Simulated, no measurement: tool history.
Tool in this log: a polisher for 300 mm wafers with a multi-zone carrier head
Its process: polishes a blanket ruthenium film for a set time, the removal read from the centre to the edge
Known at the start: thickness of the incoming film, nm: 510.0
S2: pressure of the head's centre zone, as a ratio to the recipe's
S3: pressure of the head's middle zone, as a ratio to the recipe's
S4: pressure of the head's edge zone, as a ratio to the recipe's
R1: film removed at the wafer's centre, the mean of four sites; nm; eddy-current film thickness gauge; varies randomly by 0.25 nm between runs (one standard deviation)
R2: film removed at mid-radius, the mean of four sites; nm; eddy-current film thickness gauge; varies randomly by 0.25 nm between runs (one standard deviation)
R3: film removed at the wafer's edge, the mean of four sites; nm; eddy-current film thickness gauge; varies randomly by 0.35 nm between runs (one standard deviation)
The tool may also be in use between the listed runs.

run 1 hour=0.0 | flow_of_slurry_(ml/min)=200 S2=1.00 S3=1.00 S4=1.00 polishing_time_(s)=44 | R1=43.677 R2=44.011 R3=43.107
run 2 hour=5.4 | flow_of_slurry_(ml/min)=200 S2=1.00 S3=1.00 S4=1.06 polishing_time_(s)=44 | R1=43.116 R2=42.984 R3=44.813
run 3 hour=11.1 | flow_of_slurry_(ml/min)=200 S2=1.01 S3=0.98 S4=1.01 polishing_time_(s)=39 | R1=38.473 R2=37.885 R3=38.825
run 4 hour=18.0 | flow_of_slurry_(ml/min)=200 S2=1.04 S3=0.98 S4=0.97 polishing_time_(s)=36 | R1=36.690 R2=35.009 R3=34.998
run 5 hour=24.1 | flow_of_slurry_(ml/min)=200 S2=1.04 S3=0.98 S4=0.89 polishing_time_(s)=36 | R1=36.583 R2=34.390 R3=34.179
run 6 hour=30.4 | flow_of_slurry_(ml/min)=200 S2=1.04 S3=0.98 S4=0.97 polishing_time_(s)=36 | R1=36.463 R2=35.204 R3=35.174
run 7 hour=38.9 | flow_of_slurry_(ml/min)=200 S2=1.07 S3=0.98 S4=0.94 polishing_time_(s)=33 | R1=34.410 R2=31.303 R3=32.037
run 8 hour=40.4 | flow_of_slurry_(ml/min)=195 S2=1.09 S3=1.01 S4=0.91 polishing_time_(s)=31 | R1=33.088 R2=30.793 R3=29.143
run 9 hour=44.0 | flow_of_slurry_(ml/min)=185 S2=1.10 S3=1.01 S4=0.89 polishing_time_(s)=30 | R1=31.722 R2=29.389 R3=28.234
run 10 hour=49.3 | flow_of_slurry_(ml/min)=180 S2=1.12 S3=1.02 S4=0.87 polishing_time_(s)=29 | R1=31.042 R2=28.718 R3=26.569
run 11 hour=57.8 | flow_of_slurry_(ml/min)=145 S2=1.15 S3=0.98 S4=0.81 polishing_time_(s)=28 | R1=29.064 R2=26.072 R3=24.050

Run 12 comes next. What will it give?
run 12 hour=60.9 | flow_of_slurry_(ml/min)=150 S2=1.15 S3=0.98 S4=0.81 polishing_time_(s)=28 | R1=? R2=? R3=?

R1: 29.932 nm
R2: 25.782 nm
R3: 24.712 nm

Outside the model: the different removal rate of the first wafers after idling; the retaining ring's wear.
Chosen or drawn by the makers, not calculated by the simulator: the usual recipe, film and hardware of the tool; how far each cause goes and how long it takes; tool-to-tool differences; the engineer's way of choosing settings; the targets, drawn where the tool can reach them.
